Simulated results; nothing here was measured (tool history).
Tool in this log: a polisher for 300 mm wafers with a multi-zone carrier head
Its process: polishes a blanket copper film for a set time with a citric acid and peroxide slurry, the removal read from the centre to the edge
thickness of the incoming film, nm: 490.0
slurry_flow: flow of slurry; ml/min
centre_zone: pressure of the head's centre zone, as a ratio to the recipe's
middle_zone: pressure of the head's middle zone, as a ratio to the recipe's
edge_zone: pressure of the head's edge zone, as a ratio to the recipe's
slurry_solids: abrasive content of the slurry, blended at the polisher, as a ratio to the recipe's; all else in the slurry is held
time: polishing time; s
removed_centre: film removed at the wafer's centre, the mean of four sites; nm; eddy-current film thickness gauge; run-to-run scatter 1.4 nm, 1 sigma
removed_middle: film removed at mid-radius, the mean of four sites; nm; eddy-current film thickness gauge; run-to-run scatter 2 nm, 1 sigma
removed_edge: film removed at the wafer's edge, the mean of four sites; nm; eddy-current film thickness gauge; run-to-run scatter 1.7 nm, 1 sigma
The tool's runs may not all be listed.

run 1 day=0 | slurry_flow=210 centre_zone=1 middle_zone=1 edge_zone=1 slurry_solids=1 time=78 | removed_centre=173.56 removed_middle=174.76 removed_edge=180.94
run 2 day=0.317 | slurry_flow=205 centre_zone=0.99 middle_zone=0.97 edge_zone=0.98 slurry_solids=0.95 time=78 | removed_centre=169.09 removed_middle=168.75 removed_edge=177.63
run 3 day=0.688 | slurry_flow=200 centre_zone=0.99 middle_zone=0.95 edge_zone=0.96 slurry_solids=0.9 time=78 | removed_centre=162.77 removed_middle=161.91 removed_edge=169.15
run 4 day=0.871 | slurry_flow=180 centre_zone=0.99 middle_zone=0.95 edge_zone=0.96 slurry_solids=0.9 time=78 | removed_centre=167.24 removed_middle=159.6 removed_edge=167.55
run 5 day=1.092 | slurry_flow=180 centre_zone=0.99 middle_zone=0.95 edge_zone=0.96 slurry_solids=0.9 time=95 | removed_centre=199.64 removed_middle=199.97 removed_edge=207.46
run 6 day=1.121 | slurry_flow=180 centre_zone=0.99 middle_zone=0.95 edge_zone=0.96 slurry_solids=0.9 time=109 | removed_centre=228.27 removed_middle=225.55 removed_edge=234.88
run 7 day=1.396 | slurry_flow=175 centre_zone=0.99 middle_zone=0.92 edge_zone=0.95 slurry_solids=0.8 time=104 | removed_centre=211.6 removed_middle=201.06 removed_edge=216.69
run 8 day=1.483 | slurry_flow=170 centre_zone=0.98 middle_zone=0.9 edge_zone=0.93 slurry_solids=0.75 time=101 | removed_centre=197.62 removed_middle=190.38 removed_edge=201.99
run 9 day=1.688 | slurry_flow=165 centre_zone=0.98 middle_zone=0.88 edge_zone=0.93 slurry_solids=0.7 time=98 | removed_centre=187.53 removed_middle=169.96 removed_edge=194.15
run 10 day=1.846 | slurry_flow=165 centre_zone=0.97 middle_zone=0.87 edge_zone=0.91 slurry_solids=0.65 time=96 | removed_centre=178.49 removed_middle=166.7 removed_edge=179.97

Run 11 has not been measured yet. What should we expect?
run 11 day=2.15 | slurry_flow=140 centre_zone=0.96 middle_zone=0.81 edge_zone=0.96 slurry_solids=0.5 time=86 | removed_centre=? removed_middle=? removed_edge=?

For run 11 the tool returned removed_centre 141.37 nm, removed_middle 128.88 nm, removed_edge 154.31 nm.

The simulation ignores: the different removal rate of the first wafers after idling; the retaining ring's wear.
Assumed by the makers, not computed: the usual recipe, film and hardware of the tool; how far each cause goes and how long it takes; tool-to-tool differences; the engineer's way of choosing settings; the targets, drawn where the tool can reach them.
